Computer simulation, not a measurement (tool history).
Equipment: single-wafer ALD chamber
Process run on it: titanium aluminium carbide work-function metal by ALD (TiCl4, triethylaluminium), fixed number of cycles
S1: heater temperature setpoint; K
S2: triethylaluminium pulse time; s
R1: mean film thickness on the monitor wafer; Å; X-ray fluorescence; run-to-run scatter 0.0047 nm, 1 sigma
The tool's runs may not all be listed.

Run 1, hour 0: S1 578.15 K, S2 11.95 s. Result: R1 20.647 Å.
Run 2, hour 4.4: S1 586.15 K, S2 11.95 s. Result: R1 21.298 Å.
Run 3, hour 7.3: S1 578.15 K, S2 10.96 s. Result: R1 20.509 Å.
Run 4, hour 9: S1 578.15 K, S2 7.85 s. Result: R1 19.689 Å.
Run 5, hour 18: S1 576.15 K, S2 7.6 s. Result: R1 19.526 Å.
Run 6, hour 23.6: S1 576.15 K, S2 9.03 s. Result: R1 19.976 Å.

Run 7, settings as shown, results not yet in. Your forecast:
Run 7, hour 27.7: S1 573.15 K, S2 8.47 s. Result: R1 ?.

R1: 19.554 Å

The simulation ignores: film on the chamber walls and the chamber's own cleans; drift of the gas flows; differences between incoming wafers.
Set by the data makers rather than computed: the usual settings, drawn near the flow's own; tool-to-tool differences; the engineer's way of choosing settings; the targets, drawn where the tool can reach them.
